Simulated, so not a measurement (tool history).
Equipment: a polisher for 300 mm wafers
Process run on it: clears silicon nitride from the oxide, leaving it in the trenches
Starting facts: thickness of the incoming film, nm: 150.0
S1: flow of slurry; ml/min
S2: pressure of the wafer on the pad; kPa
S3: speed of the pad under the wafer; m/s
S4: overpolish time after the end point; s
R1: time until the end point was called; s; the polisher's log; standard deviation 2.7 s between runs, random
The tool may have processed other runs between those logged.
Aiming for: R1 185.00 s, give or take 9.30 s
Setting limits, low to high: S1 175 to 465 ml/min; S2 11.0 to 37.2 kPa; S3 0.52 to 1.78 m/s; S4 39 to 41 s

run,hour,S1,S2,S3,S4,R1
1,0.0,295,24.1,1.14,39,141.92
2,2.1,240,24.1,1.14,39,144.02
3,4.5,210,24.1,1.14,39,146.81
4,11.7,210,22.8,1.14,39,155.23
5,16.4,210,26.9,1.14,39,132.03
6,24.1,245,26.9,1.14,39,129.54
7,24.9,245,26.9,1.14,39,131.56
8,33.3,245,24.8,1.14,39,139.87
9,36.0,245,23.4,1.14,39,150.15
# hour 38.9: head pressure recalibrated
10,38.9,245,22.8,1.14,39,139.01
11,43.1,245,22.8,1.14,39,139.72
12,48.9,240,21.4,1.10,39,153.84
13,55.4,240,20.0,1.08,39,170.02

Which single option among these 4 for the next run brings every result within its allowed miss of target? Just one does.
A,61.9,215,22.1,1.06,39,?
B,61.9,295,14.5,1.48,39,?
C,61.9,250,20.0,0.96,39,?
D,61.9,230,20.0,1.10,41,?

move,R1
A,155.86
B,163.50
C,185.59
D,164.13
A: its largest miss is bigger than the last run's
B: its largest miss is bigger than the last run's
C: in spec on every target
D: its largest miss is bigger than the last run's
C is the move that brings every result within its allowed miss.
